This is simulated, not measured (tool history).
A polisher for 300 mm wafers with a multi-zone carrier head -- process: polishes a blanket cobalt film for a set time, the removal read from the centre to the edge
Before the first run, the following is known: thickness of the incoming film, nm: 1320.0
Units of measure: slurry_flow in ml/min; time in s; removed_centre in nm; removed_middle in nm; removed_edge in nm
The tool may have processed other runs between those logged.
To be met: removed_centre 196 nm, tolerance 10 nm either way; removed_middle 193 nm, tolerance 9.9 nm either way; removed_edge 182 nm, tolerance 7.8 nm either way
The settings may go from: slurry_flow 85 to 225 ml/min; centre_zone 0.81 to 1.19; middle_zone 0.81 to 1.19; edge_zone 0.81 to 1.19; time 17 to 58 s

run	hour	slurry_flow	centre_zone	middle_zone	edge_zone	time	removed_centre	removed_middle	removed_edge
1	0	145	1	1	1	37	243.99	240.62	245.11
2	2.6	145	1	0.95	1	37	244.78	238.13	244.97
3	5.8	140	1	0.96	0.95	35	233.06	221.76	227.99
4	14.7	140	1	0.96	0.98	35	227.5	220.02	225.11
5	15.8	130	1	0.99	0.95	33	217.74	212.9	209.21
6	24.1	130	1	0.93	0.95	33	211.6	201.12	215.57
7	31.1	125	1	0.96	0.93	32	204.39	196.69	197.28
8	35.5	120	1	0.97	0.92	32	201.29	200.22	196.47
9	36.1	115	1.01	0.97	0.91	32	197.95	192.3	194.06
10	40.3	115	1.01	0.99	0.89	32	202.99	202.25	191.5
11	43.8	100	1.01	0.97	0.86	31	183.68	186.74	179.26

Which of these 4 next moves meets every target?
A	47.3	95	0.97	1.08	0.85	31	?	?	?
B	47.3	85	1.01	0.95	0.81	31	?	?	?
C	47.3	90	0.93	1.05	0.83	33	?	?	?
D	47.3	110	1.01	0.98	0.81	32	?	?	?

move	removed_centre	removed_middle	removed_edge
A	178.22	197.21	176.77
B	176.44	169.5	168.57
C	177.61	200.93	183.83
D	202.4	196.69	184.77
A: its largest miss is bigger than the last run's
B: its largest miss is bigger than the last run's
C: its largest miss is bigger than the last run's
D: every result lands within tolerance
So the answer is move D, the one that meets all the targets.

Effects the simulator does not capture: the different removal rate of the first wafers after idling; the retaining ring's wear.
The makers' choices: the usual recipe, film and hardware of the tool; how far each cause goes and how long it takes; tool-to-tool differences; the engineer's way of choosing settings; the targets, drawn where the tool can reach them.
